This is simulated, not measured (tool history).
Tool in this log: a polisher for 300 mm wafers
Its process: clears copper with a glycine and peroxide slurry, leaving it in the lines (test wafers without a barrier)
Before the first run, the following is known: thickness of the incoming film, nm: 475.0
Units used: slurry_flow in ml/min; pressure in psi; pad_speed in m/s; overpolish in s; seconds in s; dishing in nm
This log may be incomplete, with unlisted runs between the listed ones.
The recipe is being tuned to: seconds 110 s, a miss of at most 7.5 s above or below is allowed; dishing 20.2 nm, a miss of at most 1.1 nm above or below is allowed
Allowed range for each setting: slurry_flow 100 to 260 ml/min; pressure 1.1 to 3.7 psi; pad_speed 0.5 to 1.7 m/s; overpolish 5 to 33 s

run,hour,slurry_flow,pressure,pad_speed,overpolish,seconds,dishing
1,0,165,2.4,1.1,17,94.634,56.821
2,2.2,165,2.4,1.1,12,93.006,41.457
3,2.9,165,2.1,1.1,12,104.8,38.282
4,11.7,160,2,1.12,11,110.87,34.479
5,20.3,160,2.5,1.12,11,89.096,40.133
6,28.1,155,2.4,1.12,10,93.713,37.621
7,32.7,165,2.3,1.14,9,101.2,31.578
8,34.5,170,2.3,1.16,9,94.6,33.003
9,39.4,175,2.2,1.16,9,103.31,31.168
10,43.9,185,2.2,1.18,9,93.908,32.37
11,45.2,190,2.1,1.18,9,101.2,31.253
12,48.1,200,2,1.22,9,103.28,31.28
13,49.4,205,2,1.22,9,101.9,32.036
14,51.9,155,1.4,1.52,5,119.58,15.776
15,55.1,160,1.4,1.5,5,117.63,15.466
16,62.7,165,1.4,1.48,5,122.9,15.467
17,68.2,170,1.4,1.46,5,126.1,15.676
18,74.7,175,1.4,1.46,5,120.92,15.118
19,78.2,145,1.9,1.48,9,98.589,32.272
20,85,150,1.9,1.48,9,95.321,31.743
21,87.1,155,1.9,1.48,9,95.039,32.084
22,88.5,160,1.9,1.48,9,97.594,33.705
23,93.5,165,1.8,1.46,7,99.184,25.031
24,101.5,155,1.7,1.46,7,105.71,23.764

Of the 5 settings listed for the next run, only one would bring every result within its allowed miss of target. Which one?
A,109.5,120,2,1.36,9,?,?
B,109.5,160,1.9,1.36,7,?,?
C,109.5,165,2.1,1.08,6,?,?
D,109.5,150,1.6,1.44,8,?,?
E,109.5,185,1.6,1.36,9,?,?

move,seconds,dishing
A,101.05,31.759
B,100.65,25.462
C,107.58,20.924
D,112.16,25.888
E,113.09,28.55
A: misses by more than the last run did
B: misses by more than the last run did
C: in spec on every target
D: misses by more than the last run did
E: misses by more than the last run did
Move C is the one to make.
